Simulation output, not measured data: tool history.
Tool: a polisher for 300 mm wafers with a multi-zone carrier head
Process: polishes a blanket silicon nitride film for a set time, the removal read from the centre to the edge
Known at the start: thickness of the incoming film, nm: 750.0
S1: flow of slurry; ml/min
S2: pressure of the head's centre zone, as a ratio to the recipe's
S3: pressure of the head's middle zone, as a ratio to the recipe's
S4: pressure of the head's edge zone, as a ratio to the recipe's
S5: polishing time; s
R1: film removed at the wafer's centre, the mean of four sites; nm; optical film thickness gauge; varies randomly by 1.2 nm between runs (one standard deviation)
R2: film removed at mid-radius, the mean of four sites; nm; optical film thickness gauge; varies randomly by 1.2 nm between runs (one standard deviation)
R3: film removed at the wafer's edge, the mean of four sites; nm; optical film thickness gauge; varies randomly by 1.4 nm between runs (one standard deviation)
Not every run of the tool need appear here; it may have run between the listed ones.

run,hour,S1,S2,S3,S4,S5,R1,R2,R3
1,0.0,245,1.00,1.00,1.00,84,178.71,177.40,184.48
2,1.2,245,1.05,1.00,1.00,84,182.70,171.76,185.03
3,8.9,245,1.05,1.00,0.96,84,181.75,173.90,183.04
4,9.7,245,1.11,1.00,0.96,84,188.13,178.02,181.36
5,16.2,195,1.11,1.00,0.96,84,182.79,170.62,180.44
6,23.7,195,1.03,1.00,0.96,84,173.41,171.50,176.82
7,29.7,190,1.01,0.99,0.95,83,168.35,169.06,174.35
8,35.1,190,1.00,0.98,0.94,82,168.21,159.62,171.23
9,42.1,190,1.00,0.98,0.94,82,166.33,163.09,169.32
10,48.9,190,1.00,0.98,0.94,82,166.74,162.84,170.54
11,51.0,185,0.98,0.98,0.94,81,163.08,161.34,172.57
# hour 59.7: edge zone pressure recalibrated
12,59.7,200,0.92,0.96,0.87,67,132.70,130.57,134.60
13,63.7,200,0.92,0.96,0.87,67,132.56,130.85,133.10
14,68.2,200,0.92,0.96,0.88,67,130.44,132.09,133.31

Predict the results of run 15:
15,68.8,255,0.94,0.94,0.98,70,?,?,?

R1: 144.06 nm
R2: 139.00 nm
R3: 146.67 nm
